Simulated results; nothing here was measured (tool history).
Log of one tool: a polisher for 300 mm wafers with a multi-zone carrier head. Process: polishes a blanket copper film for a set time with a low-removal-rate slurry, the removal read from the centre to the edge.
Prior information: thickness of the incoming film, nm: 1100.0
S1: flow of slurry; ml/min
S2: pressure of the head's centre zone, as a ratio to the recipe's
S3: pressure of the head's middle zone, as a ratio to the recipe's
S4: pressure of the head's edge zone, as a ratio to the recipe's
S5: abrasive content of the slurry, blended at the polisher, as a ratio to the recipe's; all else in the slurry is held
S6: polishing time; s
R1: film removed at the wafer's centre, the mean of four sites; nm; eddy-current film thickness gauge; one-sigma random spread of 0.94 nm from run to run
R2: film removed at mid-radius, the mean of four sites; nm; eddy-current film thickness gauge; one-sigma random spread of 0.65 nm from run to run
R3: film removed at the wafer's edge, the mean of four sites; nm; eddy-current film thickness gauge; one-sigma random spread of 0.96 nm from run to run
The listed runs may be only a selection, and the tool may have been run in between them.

{"run": 1, "day": 0.0, "S1": 125, "S2": 1.0, "S3": 1.0, "S4": 1.0, "S5": 1.0, "S6": 68, "R1": 128.37, "R2": 126.26, "R3": 125.81}
{"run": 2, "day": 0.117, "S1": 125, "S2": 1.0, "S3": 1.0, "S4": 1.0, "S5": 1.0, "S6": 76, "R1": 145.42, "R2": 140.48, "R3": 144.85}
{"run": 3, "day": 0.375, "S1": 115, "S2": 1.0, "S3": 0.96, "S4": 1.01, "S5": 0.9, "S6": 71, "R1": 127.7, "R2": 121.64, "R3": 126.94}
{"run": 4, "day": 0.554, "S1": 110, "S2": 1.01, "S3": 0.93, "S4": 1.03, "S5": 0.85, "S6": 67, "R1": 121.03, "R2": 108.63, "R3": 120.06}
{"run": 5, "day": 0.733, "S1": 110, "S2": 1.01, "S3": 0.93, "S4": 1.03, "S5": 0.85, "S6": 75, "R1": 135.33, "R2": 124.39, "R3": 135.15}
{"run": 6, "day": 1.067, "S1": 110, "S2": 1.01, "S3": 0.93, "S4": 1.11, "S5": 0.85, "S6": 75, "R1": 132.22, "R2": 123.06, "R3": 139.45}
{"run": 7, "day": 1.375, "S1": 105, "S2": 1.01, "S3": 0.91, "S4": 1.1, "S5": 0.8, "S6": 70, "R1": 120.77, "R2": 109.76, "R3": 126.95}
{"run": 8, "day": 1.642, "S1": 100, "S2": 1.01, "S3": 0.9, "S4": 1.08, "S5": 0.75, "S6": 66, "R1": 111.94, "R2": 98.655, "R3": 115.62}
{"run": 9, "day": 1.821, "S1": 95, "S2": 1.0, "S3": 0.89, "S4": 1.06, "S5": 0.7, "S6": 63, "R1": 101.25, "R2": 91.706, "R3": 105.47}
{"run": 10, "day": 2.117, "S1": 80, "S2": 1.06, "S3": 0.81, "S4": 1.03, "S5": 0.5, "S6": 49, "R1": 71.867, "R2": 58.311, "R3": 73.945}

The next listed run, before its measurement:
{"run": 11, "day": 2.146, "S1": 115, "S2": 1.05, "S3": 0.85, "S4": 1.04, "S5": 0.5, "S6": 49, "R1": "?", "R2": "?", "R3": "?"}

Logged for run 11: R1 77.294 nm, R2 64.118 nm, R3 78.208 nm.
